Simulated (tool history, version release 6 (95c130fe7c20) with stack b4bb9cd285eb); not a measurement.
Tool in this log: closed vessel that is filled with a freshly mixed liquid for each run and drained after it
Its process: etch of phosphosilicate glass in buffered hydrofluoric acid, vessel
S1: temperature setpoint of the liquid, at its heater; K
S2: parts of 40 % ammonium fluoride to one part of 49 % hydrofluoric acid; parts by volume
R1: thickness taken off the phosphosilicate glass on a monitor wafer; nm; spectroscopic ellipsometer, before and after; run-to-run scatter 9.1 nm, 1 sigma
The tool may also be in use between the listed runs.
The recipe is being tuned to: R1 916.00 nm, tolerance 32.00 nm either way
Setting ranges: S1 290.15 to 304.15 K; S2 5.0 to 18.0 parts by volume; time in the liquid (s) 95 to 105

{"run": 1, "hour": 0.0, "S1": 296.15, "S2": 11.0, "time in the liquid (s)": 95, "R1": 524.71}
{"run": 2, "hour": 5.9, "S1": 296.15, "S2": 11.0, "time in the liquid (s)": 95, "R1": 536.34}
{"run": 3, "hour": 13.0, "S1": 296.15, "S2": 12.0, "time in the liquid (s)": 95, "R1": 483.09}
{"run": 4, "hour": 17.5, "S1": 293.65, "S2": 12.0, "time in the liquid (s)": 95, "R1": 427.52}
{"run": 5, "hour": 22.8, "S1": 293.65, "S2": 12.0, "time in the liquid (s)": 95, "R1": 425.03}
{"run": 6, "hour": 27.2, "S1": 295.65, "S2": 12.0, "time in the liquid (s)": 95, "R1": 468.56}
{"run": 7, "hour": 30.3, "S1": 297.65, "S2": 11.0, "time in the liquid (s)": 95, "R1": 573.64}
{"run": 8, "hour": 31.6, "S1": 299.15, "S2": 10.5, "time in the liquid (s)": 95, "R1": 640.81}
{"run": 9, "hour": 40.4, "S1": 300.65, "S2": 10.0, "time in the liquid (s)": 95, "R1": 717.04}
{"run": 10, "hour": 45.0, "S1": 301.65, "S2": 9.5, "time in the liquid (s)": 95, "R1": 796.58}
{"run": 11, "hour": 50.7, "S1": 302.15, "S2": 9.5, "time in the liquid (s)": 95, "R1": 804.94}
{"run": 12, "hour": 58.3, "S1": 302.65, "S2": 9.5, "time in the liquid (s)": 95, "R1": 833.45}
{"hour": 62.3, "done": "hydrofluoric acid flow meter replaced"}
{"run": 13, "hour": 62.3, "S1": 304.15, "S2": 9.5, "time in the liquid (s)": 95, "R1": 844.02}
{"run": 14, "hour": 63.6, "S1": 304.15, "S2": 9.0, "time in the liquid (s)": 95, "R1": 879.79}

Next run, 4 choices. One meets every target within its allowed miss, the rest don't. Which?
{"run": "A", "hour": 64.9, "S1": 304.15, "S2": 9.5, "time in the liquid (s)": 95, "R1": "?"}
{"run": "B", "hour": 64.9, "S1": 303.65, "S2": 8.5, "time in the liquid (s)": 95, "R1": "?"}
{"run": "C", "hour": 64.9, "S1": 302.15, "S2": 10.0, "time in the liquid (s)": 105, "R1": "?"}
{"run": "D", "hour": 64.9, "S1": 303.65, "S2": 9.5, "time in the liquid (s)": 95, "R1": "?"}

move=A R1=850.92
move=B R1=912.40
move=C R1=820.00
move=D R1=829.01
A: the biggest miss grows against the last run
B: meets every target
C: the biggest miss grows against the last run
D: the biggest miss grows against the last run
Go with B: it meets all targets.
